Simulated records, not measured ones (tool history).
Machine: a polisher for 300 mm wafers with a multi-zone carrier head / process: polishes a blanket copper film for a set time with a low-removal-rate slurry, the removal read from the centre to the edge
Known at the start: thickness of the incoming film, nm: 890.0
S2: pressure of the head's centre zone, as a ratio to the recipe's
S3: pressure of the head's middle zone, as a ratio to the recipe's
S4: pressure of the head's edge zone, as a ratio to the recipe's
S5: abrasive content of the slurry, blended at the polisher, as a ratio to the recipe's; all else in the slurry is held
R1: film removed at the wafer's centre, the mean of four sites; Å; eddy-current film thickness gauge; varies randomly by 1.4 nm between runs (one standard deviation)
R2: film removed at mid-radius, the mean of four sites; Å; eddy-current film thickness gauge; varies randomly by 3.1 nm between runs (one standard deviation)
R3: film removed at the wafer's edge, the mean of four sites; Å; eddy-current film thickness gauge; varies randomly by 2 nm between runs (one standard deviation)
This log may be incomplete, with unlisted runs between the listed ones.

{"run": 1, "hour": 0.0, "flow of slurry (ml/min)": 175, "S2": 1.0, "S3": 1.0, "S4": 1.0, "S5": 1.0, "polishing time (s)": 63, "R1": 1874.1, "R2": 1830.2, "R3": 1916.1}
{"run": 2, "hour": 3.6, "flow of slurry (ml/min)": 175, "S2": 1.0, "S3": 1.0, "S4": 1.0, "S5": 0.9, "polishing time (s)": 63, "R1": 1825.4, "R2": 1821.1, "R3": 1882.1}
{"run": 3, "hour": 8.3, "flow of slurry (ml/min)": 185, "S2": 1.01, "S3": 1.01, "S4": 1.04, "S5": 0.95, "polishing time (s)": 63, "R1": 1889.6, "R2": 1822.3, "R3": 1950.2}
{"run": 4, "hour": 12.0, "flow of slurry (ml/min)": 195, "S2": 1.01, "S3": 1.03, "S4": 1.07, "S5": 1.0, "polishing time (s)": 63, "R1": 1929.9, "R2": 1917.0, "R3": 2025.9}
{"run": 5, "hour": 13.9, "flow of slurry (ml/min)": 195, "S2": 0.97, "S3": 1.03, "S4": 1.07, "S5": 1.0, "polishing time (s)": 63, "R1": 1867.1, "R2": 1890.8, "R3": 2027.4}
{"run": 6, "hour": 17.3, "flow of slurry (ml/min)": 195, "S2": 1.03, "S3": 1.03, "S4": 1.07, "S5": 1.0, "polishing time (s)": 63, "R1": 1955.7, "R2": 1912.8, "R3": 2038.1}
{"run": 7, "hour": 25.8, "flow of slurry (ml/min)": 195, "S2": 1.03, "S3": 1.03, "S4": 1.07, "S5": 1.0, "polishing time (s)": 63, "R1": 1958.3, "R2": 1912.3, "R3": 2025.9}
{"hour": 31.8, "done": "slurry nozzle cleaned"}
{"run": 8, "hour": 31.8, "flow of slurry (ml/min)": 245, "S2": 1.05, "S3": 1.05, "S4": 1.17, "S5": 1.2, "polishing time (s)": 64, "R1": 2268.9, "R2": 2211.8, "R3": 2409.4}

Run 9 has not been measured yet. What should we expect?
{"run": 9, "hour": 35.2, "flow of slurry (ml/min)": 240, "S2": 1.05, "S3": 1.05, "S4": 1.17, "S5": 1.2, "polishing time (s)": 64, "R1": "?", "R2": "?", "R3": "?"}

{"run 9": {"R1": 2288.4, "R2": 2213.6, "R3": 2369.3}}
